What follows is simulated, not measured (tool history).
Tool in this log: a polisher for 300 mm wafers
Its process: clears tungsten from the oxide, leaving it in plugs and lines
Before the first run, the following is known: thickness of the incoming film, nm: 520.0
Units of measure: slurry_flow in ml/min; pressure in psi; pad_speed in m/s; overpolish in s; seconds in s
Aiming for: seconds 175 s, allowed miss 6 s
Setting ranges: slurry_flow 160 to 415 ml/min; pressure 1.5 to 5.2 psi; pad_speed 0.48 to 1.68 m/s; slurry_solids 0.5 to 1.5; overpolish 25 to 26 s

run  hour  slurry_flow  pressure  pad_speed  slurry_solids  overpolish  seconds
  1     0          265       3.3       1.08              1          25   118.65
  2   1.9          265       3.1       1.08              1          25   125.07
  3   2.5          265       2.9       1.08              1          25   134.21
  4   4.4          265       2.9        1.2              1          25   123.72
  5   9.2          265       2.7        1.2              1          25   130.58
  6  10.2          205       2.7        1.2              1          25   134.17
  7  15.7          205       2.6        1.2              1          25   138.01
  8  19.1          205       2.5        1.2              1          25   143.54
  9  28.1          205       2.4        1.2              1          25   152.42
 10  35.2          205       2.3        1.2              1          25    155.1
 11  38.6          205       2.2        1.2              1          25   164.78

Which one of the following 4 next-run settings gets every result inside its allowed miss? There is exactly one.
  A    42          195       2.2       1.26           1.05          25        ?
  B    42          230         2       1.14           0.85          26        ?
  C    42          205       2.3       0.94           1.15          25        ?
  D    42          190       1.8       1.28            1.3          25        ?

move  seconds
   A   152.49
   B    191.5
   C   188.15
   D   171.88
A: misses by more than the last run did
B: the result that was furthest off in the last run now lies on the other side of its target
C: the result that was furthest off in the last run now lies on the other side of its target
D: all results in spec
Answer: D
